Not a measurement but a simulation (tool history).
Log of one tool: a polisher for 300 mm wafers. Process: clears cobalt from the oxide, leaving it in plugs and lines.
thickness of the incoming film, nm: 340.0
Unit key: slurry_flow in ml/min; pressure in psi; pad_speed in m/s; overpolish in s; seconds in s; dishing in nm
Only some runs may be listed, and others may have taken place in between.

run  hour  slurry_flow  pressure  pad_speed  overpolish  seconds  dishing
  1     0          245       1.5       1.26          25   84.167   44.681
  2   2.6          305       1.5       1.26          25   79.036   45.274
  3   9.4          305       1.6       1.26          25    74.46   46.435
  4  16.7          305       1.7       1.26          24   70.022   45.749
  5  20.1          305       1.8       1.26          24   66.718   46.155
  6  28.1          305       1.8        1.4          24   61.206   48.569
  7    33          305       1.9        1.4          24   56.818   46.684
  8  35.4          305       1.9        1.4          25   56.383    47.42
  9  37.9          305       1.9        1.4          26   56.759   48.547
 10  42.4          305       1.9        1.4          26   57.917   46.604

Predict the results of run 11:
 11  48.8          315       1.9       1.44          28        ?        ?

seconds: 54.741 s
dishing: 48.85 nm
